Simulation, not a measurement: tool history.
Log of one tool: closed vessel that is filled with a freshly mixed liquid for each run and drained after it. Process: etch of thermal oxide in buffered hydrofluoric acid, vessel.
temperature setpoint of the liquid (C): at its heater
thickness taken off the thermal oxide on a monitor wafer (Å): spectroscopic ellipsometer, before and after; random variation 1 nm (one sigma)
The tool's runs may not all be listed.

| run | hour | temperature setpoint of the liquid (C) | parts of 40 % ammonium fluoride to one part of 49 % hydrofluoric acid (parts by volume) | time in the liquid (s) | thickness taken off the thermal oxide on a monitor wafer (Å) |
|---|---|---|---|---|---|
| 1 | 0.0 | 22.0 | 20.0 | 90 | 456.44 |
| 2 | 2.4 | 19.5 | 20.0 | 90 | 401.36 |
| 3 | 7.8 | 22.5 | 16.5 | 90 | 568.26 |
| 4 | 9.5 | 22.5 | 16.5 | 90 | 564.01 |
| 5 | 17.8 | 22.5 | 16.5 | 90 | 571.59 |
| 6 | 22.3 | 20.5 | 16.5 | 90 | 518.33 |
| 7 | 25.6 | 23.0 | 15.0 | 90 | 650.23 |
| 8 | 27.7 | 25.0 | 14.0 | 90 | 767.59 |
| 9 | 33.5 | 26.5 | 13.5 | 90 | 858.35 |

The next listed run, before its measurement:
| 10 | 35.1 | 27.5 | 13.0 | 90 | ? |

thickness taken off the thermal oxide on a monitor wafer (Å): 947.93

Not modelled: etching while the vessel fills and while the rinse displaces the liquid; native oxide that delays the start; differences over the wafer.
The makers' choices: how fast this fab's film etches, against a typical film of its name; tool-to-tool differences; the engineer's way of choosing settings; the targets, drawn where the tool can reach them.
